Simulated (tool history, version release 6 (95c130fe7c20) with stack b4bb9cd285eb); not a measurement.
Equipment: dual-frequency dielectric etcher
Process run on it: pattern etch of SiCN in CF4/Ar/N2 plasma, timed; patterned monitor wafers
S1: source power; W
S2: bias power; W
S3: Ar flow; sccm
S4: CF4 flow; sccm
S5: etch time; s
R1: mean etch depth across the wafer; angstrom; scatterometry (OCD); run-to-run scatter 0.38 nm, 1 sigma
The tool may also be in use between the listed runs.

run,hour,S1,S2,S3,S4,S5,R1
1,0,510,83,128,72,166.5,1522.4
2,0.6,530,84,128,72,166.5,1600.1
3,8.1,530,84,128,83,166.5,1628.7
4,15.4,530,84,128,83,166.5,1628.4
5,21.9,530,84,128,73,166.5,1604.2
6,25.2,530,76,128,73,166.5,1525.5

Expected results for the next run?
7,33,550,76,128,73,166.5,?

{"run 7": {"R1": 1581.4}}
